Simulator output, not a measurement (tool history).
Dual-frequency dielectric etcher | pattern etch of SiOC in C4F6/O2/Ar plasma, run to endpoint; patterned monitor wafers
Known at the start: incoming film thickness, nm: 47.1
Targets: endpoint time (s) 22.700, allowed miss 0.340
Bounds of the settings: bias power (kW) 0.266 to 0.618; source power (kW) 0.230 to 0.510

run 1 hour=0.0 | bias_power_(kW)=0.442 source_power_(kW)=0.370 | endpoint_time_(s)=17.411
run 2 hour=7.9 | bias_power_(kW)=0.442 source_power_(kW)=0.420 | endpoint_time_(s)=16.481
run 3 hour=13.6 | bias_power_(kW)=0.442 source_power_(kW)=0.450 | endpoint_time_(s)=15.911
run 4 hour=18.7 | bias_power_(kW)=0.442 source_power_(kW)=0.480 | endpoint_time_(s)=15.536
run 5 hour=25.1 | bias_power_(kW)=0.408 source_power_(kW)=0.430 | endpoint_time_(s)=16.809
run 6 hour=31.5 | bias_power_(kW)=0.381 source_power_(kW)=0.400 | endpoint_time_(s)=17.923
run 7 hour=37.8 | bias_power_(kW)=0.359 source_power_(kW)=0.380 | endpoint_time_(s)=18.711
run 8 hour=46.4 | bias_power_(kW)=0.341 source_power_(kW)=0.360 | endpoint_time_(s)=19.642
run 9 hour=54.8 | bias_power_(kW)=0.326 source_power_(kW)=0.350 | endpoint_time_(s)=20.180
run 10 hour=63.2 | bias_power_(kW)=0.314 source_power_(kW)=0.340 | endpoint_time_(s)=20.845
run 11 hour=63.9 | bias_power_(kW)=0.305 source_power_(kW)=0.330 | endpoint_time_(s)=21.532

4 next moves are on the table. One of them brings every result within its allowed miss. Which?
run A hour=64.6 | bias_power_(kW)=0.291 source_power_(kW)=0.280 | endpoint_time_(s)=?
run B hour=64.6 | bias_power_(kW)=0.271 source_power_(kW)=0.340 | endpoint_time_(s)=?
run C hour=64.6 | bias_power_(kW)=0.287 source_power_(kW)=0.310 | endpoint_time_(s)=?
run D hour=64.6 | bias_power_(kW)=0.305 source_power_(kW)=0.380 | endpoint_time_(s)=?

move=A endpoint_time_(s)=23.659
move=B endpoint_time_(s)=22.107
move=C endpoint_time_(s)=22.599
move=D endpoint_time_(s)=19.972
A: takes the result that was furthest off past its target
B: nearer than the last run, and not there yet
C: meets every target
D: further off than the last run
Answer: C
